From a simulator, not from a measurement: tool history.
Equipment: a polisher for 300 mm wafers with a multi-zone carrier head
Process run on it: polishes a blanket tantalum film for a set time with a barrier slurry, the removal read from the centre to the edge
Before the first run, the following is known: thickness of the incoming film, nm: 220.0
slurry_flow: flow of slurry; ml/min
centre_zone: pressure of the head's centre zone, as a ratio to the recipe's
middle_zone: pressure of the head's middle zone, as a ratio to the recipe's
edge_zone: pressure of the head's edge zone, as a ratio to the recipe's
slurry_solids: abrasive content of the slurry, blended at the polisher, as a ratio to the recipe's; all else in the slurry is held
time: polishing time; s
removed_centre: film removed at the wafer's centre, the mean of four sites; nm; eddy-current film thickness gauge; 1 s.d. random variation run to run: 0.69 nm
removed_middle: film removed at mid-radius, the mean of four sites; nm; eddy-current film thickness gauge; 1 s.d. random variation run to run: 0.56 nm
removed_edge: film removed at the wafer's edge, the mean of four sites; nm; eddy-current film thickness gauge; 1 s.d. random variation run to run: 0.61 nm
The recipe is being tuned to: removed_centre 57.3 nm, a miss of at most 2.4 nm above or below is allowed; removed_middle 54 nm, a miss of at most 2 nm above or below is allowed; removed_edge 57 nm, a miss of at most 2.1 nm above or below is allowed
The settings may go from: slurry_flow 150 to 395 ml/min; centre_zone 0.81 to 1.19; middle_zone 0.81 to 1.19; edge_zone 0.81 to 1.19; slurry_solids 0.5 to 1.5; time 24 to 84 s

Run 1, hour 0: slurry_flow 250 ml/min, centre_zone 1, middle_zone 1, edge_zone 1, slurry_solids 1, time 54 s. Result: removed_centre 83.928 nm, removed_middle 83.998 nm, removed_edge 90.838 nm.
Run 2, hour 6: slurry_flow 250 ml/min, centre_zone 1, middle_zone 1, edge_zone 1, slurry_solids 1.15, time 54 s. Result: removed_centre 87.144 nm, removed_middle 88.455 nm, removed_edge 94.498 nm.
Run 3, hour 14.3: slurry_flow 250 ml/min, centre_zone 1, middle_zone 1, edge_zone 1, slurry_solids 1.15, time 59 s. Result: removed_centre 96.212 nm, removed_middle 95.267 nm, removed_edge 100.03 nm.
Run 4, hour 15.7: slurry_flow 250 ml/min, centre_zone 1, middle_zone 1, edge_zone 1.05, slurry_solids 1.15, time 59 s. Result: removed_centre 92.903 nm, removed_middle 96.605 nm, removed_edge 103.43 nm.
Run 5, hour 20.1: slurry_flow 245 ml/min, centre_zone 1, middle_zone 1.02, edge_zone 0.99, slurry_solids 0.95, time 52 s. Result: removed_centre 79.811 nm, removed_middle 83.643 nm, removed_edge 86.615 nm.
Run 6, hour 22.6: slurry_flow 245 ml/min, centre_zone 1, middle_zone 1.02, edge_zone 0.99, slurry_solids 1.05, time 52 s. Result: removed_centre 83.89 nm, removed_middle 84.514 nm, removed_edge 88.179 nm.
Run 7, hour 27.9: slurry_flow 240 ml/min, centre_zone 1, middle_zone 1.01, edge_zone 0.95, slurry_solids 0.9, time 47 s. Result: removed_centre 71.388 nm, removed_middle 72.505 nm, removed_edge 76.4 nm.
Run 8, hour 31: slurry_flow 240 ml/min, centre_zone 1.02, middle_zone 1.01, edge_zone 0.91, slurry_solids 0.8, time 44 s. Result: removed_centre 66.461 nm, removed_middle 66.547 nm, removed_edge 66.436 nm.
Run 9, hour 38.7: slurry_flow 235 ml/min, centre_zone 1.01, middle_zone 0.98, edge_zone 0.89, slurry_solids 0.7, time 44 s. Result: removed_centre 63.363 nm, removed_middle 62.352 nm, removed_edge 65.191 nm.
Run 10, hour 40.2: slurry_flow 235 ml/min, centre_zone 1.01, middle_zone 0.97, edge_zone 0.87, slurry_solids 0.65, time 43 s. Result: removed_centre 61.327 nm, removed_middle 60.363 nm, removed_edge 61.214 nm.
Run 11, hour 44.9: slurry_flow 230 ml/min, centre_zone 1, middle_zone 0.95, edge_zone 0.86, slurry_solids 0.6, time 43 s. Result: removed_centre 57.852 nm, removed_middle 56.857 nm, removed_edge 58.849 nm.

Of the 5 settings listed for the next run, only one would bring every result within its allowed miss of target. Which one?
Run A, hour 49.6: slurry_flow 280 ml/min, centre_zone 1.02, middle_zone 1.07, edge_zone 0.81, slurry_solids 0.5, time 43 s. Result: removed_centre ?, removed_middle ?, removed_edge ?.
Run B, hour 49.6: slurry_flow 235 ml/min, centre_zone 0.95, middle_zone 0.89, edge_zone 0.87, slurry_solids 0.9, time 40 s. Result: removed_centre ?, removed_middle ?, removed_edge ?.
Run C, hour 49.6: slurry_flow 205 ml/min, centre_zone 1.06, middle_zone 0.96, edge_zone 0.84, slurry_solids 0.65, time 43 s. Result: removed_centre ?, removed_middle ?, removed_edge ?.
Run D, hour 49.6: slurry_flow 220 ml/min, centre_zone 1.01, middle_zone 0.93, edge_zone 0.83, slurry_solids 0.5, time 44 s. Result: removed_centre ?, removed_middle ?, removed_edge ?.
Run E, hour 49.6: slurry_flow 245 ml/min, centre_zone 0.95, middle_zone 1, edge_zone 0.82, slurry_solids 0.6, time 44 s. Result: removed_centre ?, removed_middle ?, removed_edge ?.

move  removed_centre  removed_middle  removed_edge
   A          57.185          60.206        56.553
   B           56.68          55.123        62.519
   C          61.084          56.735         59.92
   D          55.916          53.056        57.138
   E          56.351          60.334        60.562
A: further off than the last run
B: brings the last run's worst result on target, with another outside its allowed miss
C: further off than the last run
D: every result lands within tolerance
E: further off than the last run
D is the move that brings every result within its allowed miss.
